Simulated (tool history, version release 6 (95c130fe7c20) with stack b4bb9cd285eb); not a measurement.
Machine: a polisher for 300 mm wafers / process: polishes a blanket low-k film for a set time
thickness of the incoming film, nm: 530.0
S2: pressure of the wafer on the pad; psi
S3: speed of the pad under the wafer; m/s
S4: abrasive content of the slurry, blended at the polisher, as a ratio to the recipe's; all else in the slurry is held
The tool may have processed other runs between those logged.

Run 1, hour 0: flow of slurry (ml/min) 290, S2 1.7 psi, S3 1.28 m/s, S4 1, polishing time (s) 53. Result: film removed (nm) 23.74.
Run 2, hour 6.9: flow of slurry (ml/min) 290, S2 1.9 psi, S3 1.28 m/s, S4 1, polishing time (s) 53. Result: film removed (nm) 26.261.
Run 3, hour 13.2: flow of slurry (ml/min) 290, S2 1.9 psi, S3 1.28 m/s, S4 1, polishing time (s) 53. Result: film removed (nm) 26.233.
Run 4, hour 15.5: flow of slurry (ml/min) 290, S2 1.6 psi, S3 1.28 m/s, S4 1, polishing time (s) 53. Result: film removed (nm) 22.372.
Run 5, hour 22.2: flow of slurry (ml/min) 290, S2 1.8 psi, S3 1.28 m/s, S4 1, polishing time (s) 53. Result: film removed (nm) 24.971.
Run 6, hour 30.9: flow of slurry (ml/min) 330, S2 1.8 psi, S3 1.28 m/s, S4 1, polishing time (s) 53. Result: film removed (nm) 25.182.
Run 7, hour 32.7: flow of slurry (ml/min) 330, S2 2 psi, S3 1.28 m/s, S4 1, polishing time (s) 53. Result: film removed (nm) 28.136.
Run 8, hour 39.1: flow of slurry (ml/min) 330, S2 2.1 psi, S3 1.28 m/s, S4 1, polishing time (s) 53. Result: film removed (nm) 29.542.
Run 9, hour 44.8: flow of slurry (ml/min) 330, S2 2.1 psi, S3 1.28 m/s, S4 1, polishing time (s) 53. Result: film removed (nm) 28.927.
Run 10, hour 48.6: flow of slurry (ml/min) 330, S2 2.2 psi, S3 1.28 m/s, S4 1, polishing time (s) 53. Result: film removed (nm) 30.734.
Run 11, hour 57.2: flow of slurry (ml/min) 330, S2 2.3 psi, S3 1.28 m/s, S4 1, polishing time (s) 53. Result: film removed (nm) 32.072.
Run 12, hour 63: flow of slurry (ml/min) 330, S2 2.4 psi, S3 1.28 m/s, S4 1, polishing time (s) 53. Result: film removed (nm) 33.147.
Run 13, hour 66.8: flow of slurry (ml/min) 340, S2 2.5 psi, S3 1.28 m/s, S4 1, polishing time (s) 53. Result: film removed (nm) 34.446.
Run 14, hour 68.8: flow of slurry (ml/min) 345, S2 2.5 psi, S3 1.28 m/s, S4 1, polishing time (s) 53. Result: film removed (nm) 34.744.
Run 15, hour 77: flow of slurry (ml/min) 345, S2 2.5 psi, S3 1.28 m/s, S4 1, polishing time (s) 53. Result: film removed (nm) 34.64.
Run 16, hour 83.2: flow of slurry (ml/min) 345, S2 2.5 psi, S3 1.28 m/s, S4 1, polishing time (s) 53. Result: film removed (nm) 34.979.

Run 17 has not been measured yet. What should we expect?
Run 17, hour 86.9: flow of slurry (ml/min) 350, S2 2.5 psi, S3 1.28 m/s, S4 1, polishing time (s) 53. Result: film removed (nm) ?.

{"run 17": {"film removed (nm)": 34.797}}

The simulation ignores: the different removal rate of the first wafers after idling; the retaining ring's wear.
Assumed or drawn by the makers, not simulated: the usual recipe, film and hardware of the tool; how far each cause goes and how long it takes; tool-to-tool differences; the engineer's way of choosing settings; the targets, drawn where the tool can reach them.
